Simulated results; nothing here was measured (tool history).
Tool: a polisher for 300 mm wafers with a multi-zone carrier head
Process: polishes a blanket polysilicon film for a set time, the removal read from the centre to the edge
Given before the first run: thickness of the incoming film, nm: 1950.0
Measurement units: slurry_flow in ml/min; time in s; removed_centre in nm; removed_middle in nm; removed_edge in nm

run 1 hour=0.0 | slurry_flow=195 centre_zone=1.00 middle_zone=1.00 edge_zone=1.00 time=52 | removed_centre=824.15 removed_middle=730.46 removed_edge=748.96
run 2 hour=5.9 | slurry_flow=180 centre_zone=0.95 middle_zone=1.03 edge_zone=1.01 time=51 | removed_centre=766.52 removed_middle=731.94 removed_edge=711.83
run 3 hour=10.6 | slurry_flow=180 centre_zone=1.02 middle_zone=1.03 edge_zone=1.01 time=51 | removed_centre=813.65 removed_middle=728.69 removed_edge=727.01
run 4 hour=16.7 | slurry_flow=180 centre_zone=1.02 middle_zone=1.03 edge_zone=0.93 time=51 | removed_centre=823.19 removed_middle=738.04 removed_edge=694.19
run 5 hour=19.4 | slurry_flow=180 centre_zone=1.02 middle_zone=1.03 edge_zone=0.93 time=62 | removed_centre=991.66 removed_middle=882.78 removed_edge=862.49
run 6 hour=27.0 | slurry_flow=165 centre_zone=0.96 middle_zone=1.05 edge_zone=1.00 time=58 | removed_centre=862.67 removed_middle=826.82 removed_edge=804.05
run 7 hour=28.6 | slurry_flow=115 centre_zone=0.86 middle_zone=1.15 edge_zone=1.10 time=44 | removed_centre=550.70 removed_middle=631.62 removed_edge=593.12
-- hour=37.0 centre zone pressure recalibrated
run 8 hour=37.0 | slurry_flow=130 centre_zone=0.85 middle_zone=1.15 edge_zone=1.12 time=45 | removed_centre=507.49 removed_middle=675.12 removed_edge=624.70
run 9 hour=45.5 | slurry_flow=125 centre_zone=0.87 middle_zone=1.15 edge_zone=1.13 time=46 | removed_centre=532.88 removed_middle=682.95 removed_edge=647.73
run 10 hour=46.8 | slurry_flow=125 centre_zone=0.88 middle_zone=1.15 edge_zone=1.13 time=46 | removed_centre=535.71 removed_middle=675.74 removed_edge=653.43
run 11 hour=53.2 | slurry_flow=125 centre_zone=0.89 middle_zone=1.15 edge_zone=1.12 time=46 | removed_centre=543.67 removed_middle=680.34 removed_edge=635.77

Run 12, settings as shown, results not yet in. Your forecast:
run 12 hour=60.3 | slurry_flow=125 centre_zone=0.90 middle_zone=1.14 edge_zone=1.12 time=46 | removed_centre=? removed_middle=? removed_edge=?

Run 12 yielded removed_centre 547.18 nm, removed_middle 669.47 nm, removed_edge 647.73 nm.
